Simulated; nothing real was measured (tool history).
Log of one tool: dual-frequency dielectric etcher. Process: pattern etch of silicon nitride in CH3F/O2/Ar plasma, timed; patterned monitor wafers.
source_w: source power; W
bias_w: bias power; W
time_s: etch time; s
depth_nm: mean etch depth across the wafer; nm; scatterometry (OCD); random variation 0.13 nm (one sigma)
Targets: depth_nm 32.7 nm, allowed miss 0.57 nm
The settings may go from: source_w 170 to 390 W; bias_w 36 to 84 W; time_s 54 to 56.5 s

run	hour	source_w	bias_w	time_s	depth_nm
1	0	280	60	54	29.887
2	1.4	280	51	54	28.606
3	8.2	280	51	56.5	30.143
4	11.2	300	52	56.5	30.62
5	13.6	310	54	56.5	31.139
6	19	290	54	56.5	30.634
7	25.2	310	55	56.5	31.37
8	32.8	320	56	56.5	31.87
9	33.4	330	56	56.5	32.09

Which of these 4 next moves meets every target?
A	34	370	53	54	?
B	34	310	56	56	?
C	34	310	57	56	?
D	34	370	62	54	?

move	depth_nm
A	31.263
B	31.237
C	31.383
D	32.573
A: further off than the last run
B: further off than the last run
C: further off than the last run
D: meets every target
Move D is the one to make.
